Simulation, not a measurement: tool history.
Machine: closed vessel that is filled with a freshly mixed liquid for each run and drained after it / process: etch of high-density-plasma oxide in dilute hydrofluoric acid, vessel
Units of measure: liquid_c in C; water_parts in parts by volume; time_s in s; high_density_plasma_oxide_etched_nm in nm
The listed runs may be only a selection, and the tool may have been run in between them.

run,hour,liquid_c,water_parts,time_s,high_density_plasma_oxide_etched_nm
1,0,25,45,45,7.7144
2,1.2,27,45,45,8.2616
3,9.6,27.5,40,45,9.5373
4,17.6,27.5,45,45,8.4757
5,24.3,28,40,45,9.7641
6,26.6,28,40,30,6.5532
7,28.4,26.5,35,30,7.1218
8,33.8,27.5,35,30,7.3721
9,40.1,31.5,20,45,23.119
10,41.4,31,20,45,23.07

What does the tool deliver on the next run?
11,42.1,30.5,20,45,?

high_density_plasma_oxide_etched_nm: 22.431 nm
